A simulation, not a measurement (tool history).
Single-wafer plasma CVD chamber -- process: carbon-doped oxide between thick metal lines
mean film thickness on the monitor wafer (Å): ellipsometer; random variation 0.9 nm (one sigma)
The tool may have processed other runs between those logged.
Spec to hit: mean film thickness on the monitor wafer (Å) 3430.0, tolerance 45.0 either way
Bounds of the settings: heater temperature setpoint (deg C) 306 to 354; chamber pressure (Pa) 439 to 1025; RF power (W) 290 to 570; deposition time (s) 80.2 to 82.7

run  hour  heater temperature setpoint (deg C)  chamber pressure (Pa)  RF power (W)  deposition time (s)  mean film thickness on the monitor wafer (Å)
  1   0.0                                  330                    732           430                 80.2                                        3905.4
  2   8.4                                  333                    689           425                 80.2                                        3770.8
  3  16.3                                  337                    689           425                 80.2                                        3740.8
  4  23.6                                  337                    689           425                 80.2                                        3713.8
  5  32.5                                  337                    689           425                 82.7                                        3834.1
  6  33.6                                  337                    791           425                 82.7                                        3898.2
  7  39.3                                  340                    764           420                 82.7                                        3806.1
  8  43.8                                  342                    737           415                 82.7                                        3742.2
  9  50.7                                  344                    713           410                 82.7                                        3656.8

Consider the 4 candidate settings below. Which is the only one whose results all fall within their allowed miss of target?
  A  57.6                                  345                    731           380                 82.7                                             ?
  B  57.6                                  352                    792           410                 81.0                                             ?
  C  57.6                                  327                    531           430                 82.7                                             ?
  D  57.6                                  340                    669           365                 82.7                                             ?

move  mean film thickness on the monitor wafer (Å)
   A                                        3432.3
   B                                        3544.1
   C                                        3900.4
   D                                        3327.2
A: in spec on every target
B: better than the last run, though not everything is in spec
C: moves away from the targets compared with the last run
D: carries the result that was furthest off beyond its target, to the other side
So the answer is move A, the one that meets all the targets.

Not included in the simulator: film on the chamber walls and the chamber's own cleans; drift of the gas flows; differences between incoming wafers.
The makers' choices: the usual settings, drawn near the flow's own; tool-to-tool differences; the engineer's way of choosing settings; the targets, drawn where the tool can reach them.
